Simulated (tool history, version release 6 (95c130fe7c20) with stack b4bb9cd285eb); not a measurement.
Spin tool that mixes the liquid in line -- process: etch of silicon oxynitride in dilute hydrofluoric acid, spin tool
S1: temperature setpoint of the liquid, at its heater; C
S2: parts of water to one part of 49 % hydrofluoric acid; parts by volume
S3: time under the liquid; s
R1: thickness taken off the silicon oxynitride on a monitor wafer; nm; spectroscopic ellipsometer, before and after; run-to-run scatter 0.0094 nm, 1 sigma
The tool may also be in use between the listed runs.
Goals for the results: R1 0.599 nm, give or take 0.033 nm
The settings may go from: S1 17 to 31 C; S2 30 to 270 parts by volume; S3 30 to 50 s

run  hour    S1   S2  S3       R1
  1     0    23  150  50  0.44695
  2   8.6    24  150  50   0.4762
  3    16    24  150  50  0.46489
  4  20.9  27.5  150  50  0.54337
  5  24.7  27.5  200  50  0.39469
  6  25.6    28  190  50  0.43813
  7  28.2  28.5  185  50  0.45304
  8  34.6    29  180  50  0.45529
  9    39  29.5  170  50   0.5242
 10  43.8    30  165  50   0.5491

Which single option among these 5 for the next run brings every result within its allowed miss of target? Just one does.
  A  48.6    31  185  50   ?
  B  48.6  30.5  170  50   ?
  C  48.6    31  160  50   ?
  D  48.6    31  175  50   ?
  E  48.6  30.5  180  50   ?

move       R1
   A  0.50595
   B   0.5468
   C   0.5992
   D  0.53996
   E  0.51158
A: further off than the last run
B: about the same distance from the targets as the last run
C: each result inside its tolerance
D: further off than the last run
E: further off than the last run
The move that meets every target is C.
